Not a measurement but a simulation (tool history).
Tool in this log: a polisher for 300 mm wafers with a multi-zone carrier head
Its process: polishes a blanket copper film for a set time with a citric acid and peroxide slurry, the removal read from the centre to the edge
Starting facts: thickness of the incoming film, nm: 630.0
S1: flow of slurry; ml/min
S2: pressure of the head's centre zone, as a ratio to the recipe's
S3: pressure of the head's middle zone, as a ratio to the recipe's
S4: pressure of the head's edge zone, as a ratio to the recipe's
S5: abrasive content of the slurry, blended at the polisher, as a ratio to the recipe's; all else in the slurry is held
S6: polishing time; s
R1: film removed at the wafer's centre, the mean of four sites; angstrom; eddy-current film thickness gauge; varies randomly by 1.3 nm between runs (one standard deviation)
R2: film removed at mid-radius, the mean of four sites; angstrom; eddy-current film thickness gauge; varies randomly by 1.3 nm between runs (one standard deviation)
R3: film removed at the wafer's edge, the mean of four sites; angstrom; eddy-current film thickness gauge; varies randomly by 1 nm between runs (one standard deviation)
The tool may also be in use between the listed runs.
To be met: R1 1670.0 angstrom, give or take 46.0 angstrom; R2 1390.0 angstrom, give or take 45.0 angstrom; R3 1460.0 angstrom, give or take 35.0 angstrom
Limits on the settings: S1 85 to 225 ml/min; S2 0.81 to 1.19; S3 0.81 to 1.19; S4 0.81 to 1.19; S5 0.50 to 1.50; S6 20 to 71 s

run	hour	S1	S2	S3	S4	S5	S6	R1	R2	R3
1	0.0	145	1.00	1.00	1.00	1.00	45	1288.8	1321.5	1344.5
2	8.0	150	1.01	1.00	1.00	1.00	45	1320.2	1348.3	1355.8
3	16.5	165	1.01	1.00	1.00	1.00	45	1350.0	1381.0	1388.2
4	24.7	165	0.97	1.00	1.00	1.00	45	1297.0	1365.2	1387.5
5	27.7	165	0.97	1.00	1.00	0.85	45	1250.1	1330.9	1324.9
6	29.1	165	1.03	1.00	1.00	0.85	45	1334.1	1306.6	1309.7
7	33.2	170	1.04	1.00	1.01	0.85	45	1364.3	1331.9	1336.7
8	39.7	175	1.05	1.00	1.01	0.85	45	1362.1	1327.4	1337.1
9	43.5	180	1.06	1.00	1.01	0.85	45	1389.5	1324.3	1327.7

Exactly one of the 5 candidate moves below puts every result within its allowed miss. Which one?
A	47.3	180	1.12	0.82	1.06	0.95	50	?	?	?
B	47.3	175	1.17	0.90	1.02	0.85	49	?	?	?
C	47.3	180	1.14	0.99	1.00	0.85	46	?	?	?
D	47.3	225	1.19	1.00	1.12	0.85	46	?	?	?
E	47.3	150	0.84	0.96	1.12	0.80	45	?	?	?

move	R1	R2	R3
A	1662.6	1276.1	1576.0
B	1647.1	1305.9	1466.9
C	1514.6	1333.7	1367.0
D	1637.2	1386.5	1477.0
E	1036.3	1216.3	1361.3
A: brings the last run's worst result on target, with another outside its allowed miss
B: brings the last run's worst result on target, with another outside its allowed miss
C: gains on the last run, yet a result remains outside its allowed miss
D: meets every target
E: its largest miss is bigger than the last run's
Correct choice: D, which meets every target
